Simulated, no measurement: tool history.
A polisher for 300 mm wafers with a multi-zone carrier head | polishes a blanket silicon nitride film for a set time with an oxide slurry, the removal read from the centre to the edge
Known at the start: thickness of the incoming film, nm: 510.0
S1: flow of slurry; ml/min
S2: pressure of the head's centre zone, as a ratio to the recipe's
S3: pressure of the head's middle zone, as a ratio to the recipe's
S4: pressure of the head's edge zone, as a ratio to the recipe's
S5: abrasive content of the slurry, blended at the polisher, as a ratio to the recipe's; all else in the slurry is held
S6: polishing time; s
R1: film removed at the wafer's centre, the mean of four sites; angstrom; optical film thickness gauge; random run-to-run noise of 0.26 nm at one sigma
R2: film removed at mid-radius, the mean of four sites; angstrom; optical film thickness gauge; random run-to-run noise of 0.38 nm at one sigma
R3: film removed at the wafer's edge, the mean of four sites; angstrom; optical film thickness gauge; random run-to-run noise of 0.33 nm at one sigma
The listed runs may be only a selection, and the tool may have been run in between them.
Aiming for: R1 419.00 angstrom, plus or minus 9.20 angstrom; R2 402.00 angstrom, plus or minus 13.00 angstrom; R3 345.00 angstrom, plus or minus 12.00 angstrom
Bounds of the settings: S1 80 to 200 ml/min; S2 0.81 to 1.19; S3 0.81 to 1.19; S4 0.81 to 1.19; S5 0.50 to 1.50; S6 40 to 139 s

run	hour	S1	S2	S3	S4	S5	S6	R1	R2	R3
1	0.0	130	1.00	1.00	1.00	1.00	89	473.54	427.58	435.37
2	4.5	130	1.00	1.07	1.00	1.00	89	472.71	458.09	435.60
3	7.8	130	1.00	1.07	1.03	1.00	89	479.72	461.59	442.61
4	13.8	130	1.01	1.08	1.00	0.95	89	463.53	448.15	419.16
5	17.8	110	1.01	1.08	1.00	0.95	89	448.54	427.01	415.43
6	20.9	110	1.02	1.09	0.98	0.95	89	458.23	436.93	413.92
7	22.6	110	1.02	1.09	0.96	0.90	89	440.73	420.47	394.29
# hour 29.1: centre zone pressure recalibrated
8	29.1	110	1.02	1.09	0.94	0.90	89	400.61	423.42	385.13

Below are 4 possible settings for the next run. Only one of them brings all results inside the allowed miss of their targets. Which is it?
A	35.6	80	0.91	1.00	0.92	0.75	122	?	?	?
B	35.6	105	1.18	1.18	1.09	0.60	111	?	?	?
C	35.6	150	1.08	1.16	0.93	0.85	79	?	?	?
D	35.6	115	1.19	1.16	0.94	0.85	83	?	?	?

move	R1	R2	R3
A	394.56	440.48	444.22
B	415.84	406.28	377.83
C	386.64	403.33	345.17
D	423.37	403.10	351.99
A: the biggest miss grows against the last run
B: an improvement on the last run, though not all results are within tolerance
C: gets the furthest-off result to its target, but another result is out of tolerance
D: hits every target within its allowed miss
Answer: D
